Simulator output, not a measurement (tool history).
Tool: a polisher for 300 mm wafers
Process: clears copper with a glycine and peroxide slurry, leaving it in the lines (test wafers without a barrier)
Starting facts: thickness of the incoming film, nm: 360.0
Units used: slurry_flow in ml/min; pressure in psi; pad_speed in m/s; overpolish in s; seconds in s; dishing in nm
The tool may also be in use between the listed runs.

run	hour	slurry_flow	pressure	pad_speed	overpolish	seconds	dishing
1	0.0	185	2.3	1.10	11	75.826	35.527
2	8.2	185	2.3	1.38	11	65.555	38.594
3	14.0	185	2.5	1.38	11	58.080	41.993
4	19.2	185	2.1	1.38	11	69.508	37.110
5	20.0	185	2.1	1.64	11	60.475	41.828
6	23.5	185	2.0	1.60	10	65.767	36.485
7	27.8	180	1.4	1.42	4	92.804	11.576

Run 8 is up next; what results do you expect?
8	28.4	180	1.4	1.42	5	?	?

{"run 8": {"seconds": 94.469, "dishing": 13.992}}
